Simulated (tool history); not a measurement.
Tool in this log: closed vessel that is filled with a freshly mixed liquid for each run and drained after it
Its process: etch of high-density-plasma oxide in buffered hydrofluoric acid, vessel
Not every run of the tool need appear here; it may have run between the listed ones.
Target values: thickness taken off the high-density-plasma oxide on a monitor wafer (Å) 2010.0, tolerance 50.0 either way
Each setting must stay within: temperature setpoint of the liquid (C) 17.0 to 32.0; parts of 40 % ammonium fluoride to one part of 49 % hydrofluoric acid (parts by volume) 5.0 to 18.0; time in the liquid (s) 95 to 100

run	hour	temperature setpoint of the liquid (C)	parts of 40 % ammonium fluoride to one part of 49 % hydrofluoric acid (parts by volume)	time in the liquid (s)	thickness taken off the high-density-plasma oxide on a monitor wafer (Å)
1	0.0	24.0	11.0	95	1127.2
2	6.4	24.0	11.0	95	1120.1
3	10.8	22.5	11.0	95	1034.6
4	15.9	24.0	10.5	95	1179.1
# hour 17.5: hydrofluoric acid flow meter replaced
5	17.5	24.0	8.0	95	1687.3
6	22.0	24.0	8.0	100	1759.2
7	23.9	24.5	8.0	100	1801.9
8	24.6	25.0	8.0	100	1881.5
9	29.1	25.5	8.0	100	1925.6
10	31.0	25.5	8.0	100	1911.3

Pick the move, out of 5, that brings all results within their allowed miss; only one does.
A	32.9	26.5	8.0	100	?
B	32.9	24.0	7.5	95	?
C	32.9	23.5	7.5	95	?
D	32.9	25.5	8.5	100	?
E	32.9	22.0	6.5	95	?

move	thickness taken off the high-density-plasma oxide on a monitor wafer (Å)
A	2009.9
B	1788.7
C	1740.6
D	1783.6
E	1841.7
A: each result inside its tolerance
B: its largest miss is bigger than the last run's
C: its largest miss is bigger than the last run's
D: its largest miss is bigger than the last run's
E: its largest miss is bigger than the last run's
The move that meets every target is A.
